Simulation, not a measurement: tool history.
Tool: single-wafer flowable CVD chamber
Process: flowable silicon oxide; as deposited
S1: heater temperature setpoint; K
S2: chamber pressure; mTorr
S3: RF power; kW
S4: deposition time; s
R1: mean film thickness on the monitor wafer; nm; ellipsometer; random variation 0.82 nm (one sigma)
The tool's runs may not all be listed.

run    day      S1   S2     S3   S4      R1
  1      0  368.15  623   1.71  285  129.85
  2  0.246  368.15  623  1.475  285   125.2
  3  0.396  368.15  623  1.475  272  117.93
  4  0.712  378.15  623  1.475  272  88.433
  5  1.004  374.15  623  1.475  272  99.597
  6  1.317  374.15  623   1.69  272  102.48
  7  1.442  371.15  623   1.69  272   113.4
  8  1.812  368.15  623   1.69  272  122.71
  9  1.942  366.15  623   1.69  272  131.14

Run 10 comes next. What will it give?
 10  2.179  364.15  623  1.69  272   ?

Run 10 gave R1 137.88 nm.

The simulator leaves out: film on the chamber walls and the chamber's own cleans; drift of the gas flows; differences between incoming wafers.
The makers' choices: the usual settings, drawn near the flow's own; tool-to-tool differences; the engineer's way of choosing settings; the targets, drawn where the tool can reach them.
